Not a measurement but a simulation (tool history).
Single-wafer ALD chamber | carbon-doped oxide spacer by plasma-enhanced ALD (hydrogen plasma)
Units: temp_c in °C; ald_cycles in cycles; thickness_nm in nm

{"run": 1, "hour": 0.0, "temp_c": 395, "ald_cycles": 577, "thickness_nm": 28.963}
{"run": 2, "hour": 3.7, "temp_c": 395, "ald_cycles": 559, "thickness_nm": 27.757}
{"run": 3, "hour": 6.8, "temp_c": 395, "ald_cycles": 480, "thickness_nm": 23.839}
{"run": 4, "hour": 12.3, "temp_c": 395, "ald_cycles": 419, "thickness_nm": 20.961}
{"run": 5, "hour": 16.7, "temp_c": 399, "ald_cycles": 419, "thickness_nm": 20.885}
{"run": 6, "hour": 23.1, "temp_c": 399, "ald_cycles": 427, "thickness_nm": 21.536}
{"run": 7, "hour": 25.2, "temp_c": 399, "ald_cycles": 433, "thickness_nm": 21.797}
{"run": 8, "hour": 29.4, "temp_c": 399, "ald_cycles": 438, "thickness_nm": 22.032}
{"run": 9, "hour": 30.7, "temp_c": 399, "ald_cycles": 442, "thickness_nm": 22.048}
{"hour": 39.4, "done": "thermocouple changed; heater temperature recalibrated"}
{"run": 10, "hour": 39.4, "temp_c": 399, "ald_cycles": 446, "thickness_nm": 22.229}
{"run": 11, "hour": 47.3, "temp_c": 399, "ald_cycles": 449, "thickness_nm": 22.563}
{"run": 12, "hour": 48.6, "temp_c": 399, "ald_cycles": 451, "thickness_nm": 22.54}

The next listed run, before its measurement:
{"run": 13, "hour": 49.8, "temp_c": 399, "ald_cycles": 453, "thickness_nm": "?"}

{"run 13": {"thickness_nm": 22.782}}
